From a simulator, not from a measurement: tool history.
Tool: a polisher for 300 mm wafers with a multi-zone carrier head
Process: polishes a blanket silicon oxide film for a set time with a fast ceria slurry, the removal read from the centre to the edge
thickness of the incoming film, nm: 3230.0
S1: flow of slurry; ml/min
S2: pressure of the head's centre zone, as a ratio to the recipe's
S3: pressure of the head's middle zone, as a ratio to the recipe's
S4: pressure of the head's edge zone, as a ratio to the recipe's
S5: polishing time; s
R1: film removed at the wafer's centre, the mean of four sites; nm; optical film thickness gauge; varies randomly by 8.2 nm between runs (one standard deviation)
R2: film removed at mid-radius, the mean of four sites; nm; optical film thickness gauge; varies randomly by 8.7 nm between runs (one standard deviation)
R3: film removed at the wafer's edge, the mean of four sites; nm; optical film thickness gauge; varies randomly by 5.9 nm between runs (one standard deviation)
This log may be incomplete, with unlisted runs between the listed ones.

run,hour,S1,S2,S3,S4,S5,R1,R2,R3
1,0.0,225,1.00,1.00,1.00,41,445.14,453.36,448.35
2,4.7,225,1.00,0.97,1.00,41,446.68,444.81,447.98
3,9.4,230,1.01,0.98,1.01,42,463.74,448.58,459.93
4,18.2,230,1.01,0.98,0.94,42,454.11,455.34,436.60
5,21.9,230,1.08,0.98,0.94,42,479.41,455.73,433.40
6,23.9,230,1.05,0.98,0.94,42,475.36,460.91,443.82
# hour 26.3: worn pad replaced by a new one
7,26.3,230,1.05,0.99,0.96,43,535.91,521.50,496.10
8,34.0,230,1.05,1.00,0.98,43,543.00,517.39,505.31
9,37.3,230,1.05,1.01,0.99,43,537.05,540.90,514.52
10,38.2,235,1.06,1.01,1.01,43,540.12,533.85,526.06
11,41.7,270,1.15,1.11,1.11,48,641.92,671.67,609.01
12,50.3,270,1.15,1.10,1.12,48,649.24,649.91,621.08

What will run 13 give?
13,57.8,270,1.15,1.10,1.15,48,?,?,?

R1: 635.29 nm
R2: 646.72 nm
R3: 624.40 nm

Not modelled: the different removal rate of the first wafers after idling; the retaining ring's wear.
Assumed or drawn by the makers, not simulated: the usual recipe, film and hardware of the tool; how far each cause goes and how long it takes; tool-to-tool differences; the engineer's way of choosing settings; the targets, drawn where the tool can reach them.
